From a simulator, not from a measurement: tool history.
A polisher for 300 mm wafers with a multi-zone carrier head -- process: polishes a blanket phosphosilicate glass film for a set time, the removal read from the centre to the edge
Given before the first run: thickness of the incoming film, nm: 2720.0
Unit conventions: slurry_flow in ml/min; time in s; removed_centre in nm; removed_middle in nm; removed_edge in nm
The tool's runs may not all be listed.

run 1 hour=0 | slurry_flow=225 centre_zone=1 middle_zone=1 edge_zone=1 slurry_solids=1 time=49 | removed_centre=345.97 removed_middle=327.94 removed_edge=314.48
run 2 hour=3.7 | slurry_flow=225 centre_zone=1 middle_zone=1 edge_zone=1 slurry_solids=1.2 time=49 | removed_centre=373.86 removed_middle=338.89 removed_edge=340.04
run 3 hour=6.6 | slurry_flow=225 centre_zone=1.06 middle_zone=1 edge_zone=1 slurry_solids=1.2 time=49 | removed_centre=392.23 removed_middle=358.96 removed_edge=342.16
run 4 hour=10.3 | slurry_flow=255 centre_zone=1.06 middle_zone=1 edge_zone=1 slurry_solids=1.2 time=49 | removed_centre=394.79 removed_middle=357.11 removed_edge=347.66
-- hour=16.1 centre zone pressure recalibrated
run 5 hour=16.1 | slurry_flow=260 centre_zone=1.09 middle_zone=1.03 edge_zone=1.02 slurry_solids=1.25 time=49 | removed_centre=391.1 removed_middle=365.47 removed_edge=349.88
run 6 hour=24.6 | slurry_flow=260 centre_zone=1.09 middle_zone=1.03 edge_zone=1.08 slurry_solids=1.25 time=49 | removed_centre=393.97 removed_middle=365.29 removed_edge=359.29
run 7 hour=32.4 | slurry_flow=260 centre_zone=1.11 middle_zone=1.05 edge_zone=1.06 slurry_solids=1.3 time=50 | removed_centre=415.54 removed_middle=383.89 removed_edge=365.23

Forecast run 8:
run 8 hour=40.9 | slurry_flow=315 centre_zone=1.17 middle_zone=1.15 edge_zone=1.16 slurry_solids=1.45 time=50 | removed_centre=? removed_middle=? removed_edge=?

Run 8 produced removed_centre 451.04 nm, removed_middle 419.67 nm, removed_edge 399.5 nm.
